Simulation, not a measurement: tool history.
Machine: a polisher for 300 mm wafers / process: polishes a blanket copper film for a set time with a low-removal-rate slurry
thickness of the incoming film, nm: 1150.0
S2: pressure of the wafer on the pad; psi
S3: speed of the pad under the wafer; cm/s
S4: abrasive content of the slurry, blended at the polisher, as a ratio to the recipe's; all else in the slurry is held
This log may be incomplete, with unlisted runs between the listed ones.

run 1 hour=0 | flow_of_slurry_(ml/min)=300 S2=2.1 S3=112 S4=1 polishing_time_(s)=50 | film_removed_(nm)=128.45
run 2 hour=4 | flow_of_slurry_(ml/min)=295 S2=1.9 S3=112 S4=1 polishing_time_(s)=50 | film_removed_(nm)=118.05
run 3 hour=5.4 | flow_of_slurry_(ml/min)=295 S2=1.5 S3=112 S4=1 polishing_time_(s)=50 | film_removed_(nm)=92.735
run 4 hour=12.3 | flow_of_slurry_(ml/min)=245 S2=1.5 S3=112 S4=1 polishing_time_(s)=50 | film_removed_(nm)=93.037
run 5 hour=13.6 | flow_of_slurry_(ml/min)=245 S2=1.6 S3=112 S4=1 polishing_time_(s)=50 | film_removed_(nm)=97.512
run 6 hour=22.5 | flow_of_slurry_(ml/min)=245 S2=1.6 S3=92 S4=1 polishing_time_(s)=50 | film_removed_(nm)=80.686
run 7 hour=25.8 | flow_of_slurry_(ml/min)=245 S2=1.7 S3=92 S4=1 polishing_time_(s)=50 | film_removed_(nm)=85.408
run 8 hour=28.7 | flow_of_slurry_(ml/min)=245 S2=1.8 S3=92 S4=1 polishing_time_(s)=50 | film_removed_(nm)=90.268
run 9 hour=31.7 | flow_of_slurry_(ml/min)=245 S2=1.9 S3=92 S4=1 polishing_time_(s)=50 | film_removed_(nm)=96.414

Predict the results of run 10:
run 10 hour=33.5 | flow_of_slurry_(ml/min)=245 S2=2.1 S3=92 S4=1 polishing_time_(s)=50 | film_removed_(nm)=?

film removed (nm): 104.7
